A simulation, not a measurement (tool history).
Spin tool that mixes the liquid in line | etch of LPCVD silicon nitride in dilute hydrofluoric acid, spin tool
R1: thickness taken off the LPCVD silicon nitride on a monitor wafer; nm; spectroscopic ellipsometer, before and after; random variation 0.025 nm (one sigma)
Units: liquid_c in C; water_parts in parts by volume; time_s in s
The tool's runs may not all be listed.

Run 1, hour 0.0: liquid_c 21.0 C, water_parts 85 parts by volume, time_s 270 s. Result: R1 1.4829 nm.
Run 2, hour 0.8: liquid_c 20.5 C, water_parts 90 parts by volume, time_s 270 s. Result: R1 1.3207 nm.
Run 3, hour 3.8: liquid_c 20.0 C, water_parts 95 parts by volume, time_s 270 s. Result: R1 1.2799 nm.
Run 4, hour 11.6: liquid_c 20.0 C, water_parts 70 parts by volume, time_s 270 s. Result: R1 1.6276 nm.
Run 5, hour 14.5: liquid_c 19.5 C, water_parts 80 parts by volume, time_s 270 s. Result: R1 1.3869 nm.
Run 6, hour 19.9: liquid_c 19.0 C, water_parts 85 parts by volume, time_s 270 s. Result: R1 1.2544 nm.

Run 7 comes next. What will it give?
Run 7, hour 26.5: liquid_c 18.5 C, water_parts 90 parts by volume, time_s 270 s. Result: R1 ?.

Run 7 gave R1 1.1347 nm.
